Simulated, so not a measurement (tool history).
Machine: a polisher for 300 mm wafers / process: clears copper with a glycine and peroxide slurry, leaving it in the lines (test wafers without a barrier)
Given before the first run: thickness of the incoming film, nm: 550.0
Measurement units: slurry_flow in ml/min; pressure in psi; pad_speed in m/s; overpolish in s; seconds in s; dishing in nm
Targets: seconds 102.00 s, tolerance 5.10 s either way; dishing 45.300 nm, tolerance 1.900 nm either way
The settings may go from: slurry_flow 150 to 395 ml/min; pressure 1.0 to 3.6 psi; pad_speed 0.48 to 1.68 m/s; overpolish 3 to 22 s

| run | hour | slurry_flow | pressure | pad_speed | overpolish | seconds | dishing |
|---|---|---|---|---|---|---|---|
| 1 | 0.0 | 250 | 2.3 | 1.08 | 11 | 112.36 | 34.629 |
| 2 | 3.1 | 250 | 2.3 | 1.08 | 9 | 112.68 | 29.220 |
| 3 | 9.7 | 225 | 2.3 | 1.08 | 9 | 114.67 | 28.591 |
| 4 | 10.7 | 225 | 2.3 | 1.08 | 6 | 117.10 | 20.266 |
| 5 | 12.3 | 220 | 2.4 | 1.08 | 7 | 107.65 | 23.886 |
| 6 | 17.5 | 225 | 2.4 | 1.10 | 8 | 108.09 | 27.418 |
| 7 | 21.6 | 225 | 2.4 | 1.10 | 9 | 109.01 | 29.584 |
| 8 | 30.4 | 220 | 2.4 | 1.10 | 10 | 108.31 | 32.607 |
| 9 | 32.5 | 220 | 2.4 | 1.10 | 11 | 110.11 | 35.206 |
| 10 | 38.8 | 230 | 2.4 | 1.10 | 11 | 109.55 | 36.026 |
| 11 | 47.8 | 235 | 2.4 | 1.10 | 11 | 109.33 | 34.749 |

Exercise: of the 5 proposed moves below, exactly one satisfies all targets within the stated allowed misses. Which move is it?
| A | 56.8 | 275 | 2.8 | 0.86 | 15 | ? | ? |
| B | 56.8 | 230 | 2.6 | 1.12 | 6 | ? | ? |
| C | 56.8 | 265 | 2.5 | 0.96 | 14 | ? | ? |
| D | 56.8 | 235 | 2.6 | 1.12 | 12 | ? | ? |
| E | 56.8 | 285 | 2.4 | 1.16 | 14 | ? | ? |

| move | seconds | dishing |
|---|---|---|
| A | 113.94 | 45.262 |
| B | 102.27 | 22.645 |
| C | 116.18 | 41.913 |
| D | 102.06 | 40.991 |
| E | 104.43 | 45.260 |
A: meets the target for the result that was furthest off, but another lies outside its allowed miss
B: its largest miss is bigger than the last run's
C: nearer the targets than the last run, but a result is still out of spec
D: nearer the targets than the last run, but a result is still out of spec
E: meets every target
The right move is E.

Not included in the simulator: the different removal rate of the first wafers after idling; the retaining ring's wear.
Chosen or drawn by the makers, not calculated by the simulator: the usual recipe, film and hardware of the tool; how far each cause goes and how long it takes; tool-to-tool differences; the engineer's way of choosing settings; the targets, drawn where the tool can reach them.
